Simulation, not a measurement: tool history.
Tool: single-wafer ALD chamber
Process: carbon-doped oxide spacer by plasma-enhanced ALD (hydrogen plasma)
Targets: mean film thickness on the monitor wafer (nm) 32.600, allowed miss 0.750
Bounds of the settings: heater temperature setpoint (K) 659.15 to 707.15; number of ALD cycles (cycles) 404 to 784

| run | hour | heater temperature setpoint (K) | number of ALD cycles (cycles) | mean film thickness on the monitor wafer (nm) |
|---|---|---|---|---|
| 1 | 0.0 | 683.15 | 594 | 26.894 |
| 2 | 5.6 | 676.15 | 594 | 27.238 |
| 3 | 14.1 | 676.15 | 607 | 27.862 |
| 4 | 22.5 | 676.15 | 647 | 29.846 |
| 5 | 25.0 | 676.15 | 727 | 33.164 |
| 6 | 29.9 | 676.15 | 726 | 33.699 |
| 7 | 33.8 | 676.15 | 724 | 33.159 |
| 8 | 42.2 | 676.15 | 723 | 33.650 |

Which of these 5 next moves meets every target?
| A | 50.6 | 675.15 | 759 | ? |
| B | 50.6 | 679.15 | 743 | ? |
| C | 50.6 | 679.15 | 764 | ? |
| D | 50.6 | 678.15 | 706 | ? |
| E | 50.6 | 677.15 | 756 | ? |

| move | mean film thickness on the monitor wafer (nm) |
|---|---|
| A | 35.252 |
| B | 34.073 |
| C | 35.036 |
| D | 32.480 |
| E | 34.891 |
A: further off than the last run
B: further off than the last run
C: further off than the last run
D: meets every target
E: further off than the last run
The right move is D.
